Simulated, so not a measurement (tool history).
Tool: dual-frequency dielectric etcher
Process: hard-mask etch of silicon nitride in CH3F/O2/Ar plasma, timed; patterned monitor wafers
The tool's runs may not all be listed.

run  hour  source power (kW)  bias power (kW)  etch time (s)  mean etch depth across the wafer (nm)
  1     0                0.4             0.07            280                                  181.6
  2   1.1                0.4             0.07            280                                 181.58
  3   8.5                0.4            0.079            280                                 189.74
  4  15.9               0.38            0.078            280                                    185
  5    24               0.38            0.085            280                                 192.12
  6  29.8               0.38            0.085            292                                  199.8
  7  30.5               0.37            0.083          291.5                                  195.4

Expected results for the next run?
  8  32.6               0.29            0.069            287                                      ?

mean etch depth across the wafer (nm): 158.29

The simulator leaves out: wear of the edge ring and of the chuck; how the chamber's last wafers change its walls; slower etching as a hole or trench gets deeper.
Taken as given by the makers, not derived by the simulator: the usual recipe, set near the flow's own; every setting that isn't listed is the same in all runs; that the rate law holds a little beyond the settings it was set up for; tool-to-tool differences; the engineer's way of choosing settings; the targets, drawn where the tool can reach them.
